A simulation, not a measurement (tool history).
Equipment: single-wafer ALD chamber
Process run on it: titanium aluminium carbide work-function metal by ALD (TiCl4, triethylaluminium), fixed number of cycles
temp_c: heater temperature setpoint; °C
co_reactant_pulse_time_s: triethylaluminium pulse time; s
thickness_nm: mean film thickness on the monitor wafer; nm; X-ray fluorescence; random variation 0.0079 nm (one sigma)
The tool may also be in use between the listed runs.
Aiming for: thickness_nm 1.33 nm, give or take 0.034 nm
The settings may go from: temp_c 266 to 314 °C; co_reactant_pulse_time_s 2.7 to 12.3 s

Run 1, hour 0: temp_c 290 °C, co_reactant_pulse_time_s 7.5 s. Result: thickness_nm 1.6795 nm.
Run 2, hour 1.9: temp_c 286 °C, co_reactant_pulse_time_s 7.5 s. Result: thickness_nm 1.6524 nm.
Run 3, hour 10.6: temp_c 294 °C, co_reactant_pulse_time_s 7.5 s. Result: thickness_nm 1.7069 nm.
Run 4, hour 12.6: temp_c 294 °C, co_reactant_pulse_time_s 5.93 s. Result: thickness_nm 1.5431 nm.
Run 5, hour 15.2: temp_c 291 °C, co_reactant_pulse_time_s 5.38 s. Result: thickness_nm 1.461 nm.
Run 6, hour 17.4: temp_c 291 °C, co_reactant_pulse_time_s 3.56 s. Result: thickness_nm 1.0026 nm.
Run 7, hour 20.6: temp_c 297 °C, co_reactant_pulse_time_s 3.67 s. Result: thickness_nm 1.0677 nm.
Run 8, hour 24.6: temp_c 297 °C, co_reactant_pulse_time_s 4.12 s. Result: thickness_nm 1.2142 nm.
Run 9, hour 32.1: temp_c 299 °C, co_reactant_pulse_time_s 4.15 s. Result: thickness_nm 1.2227 nm.
Run 10, hour 36.7: temp_c 301 °C, co_reactant_pulse_time_s 4.18 s. Result: thickness_nm 1.2505 nm.
Run 11, hour 40.2: temp_c 303 °C, co_reactant_pulse_time_s 4.2 s. Result: thickness_nm 1.2863 nm.
Run 12, hour 41.6: temp_c 308 °C, co_reactant_pulse_time_s 4.48 s. Result: thickness_nm 1.3699 nm.

Next run, 4 choices. One meets every target within its allowed miss, the rest don't. Which?
Run A, hour 43: temp_c 309 °C, co_reactant_pulse_time_s 4.62 s. Result: thickness_nm ?.
Run B, hour 43: temp_c 304 °C, co_reactant_pulse_time_s 4.46 s. Result: thickness_nm ?.
Run C, hour 43: temp_c 313 °C, co_reactant_pulse_time_s 4.56 s. Result: thickness_nm ?.
Run D, hour 43: temp_c 302 °C, co_reactant_pulse_time_s 4.88 s. Result: thickness_nm ?.

move  thickness_nm
   A        1.4107
   B        1.3445
   C         1.417
   D        1.4315
A: lands further from the targets than the last run did
B: every result within its allowed miss
C: lands further from the targets than the last run did
D: lands further from the targets than the last run did
So the answer is move B, the one that meets all the targets.
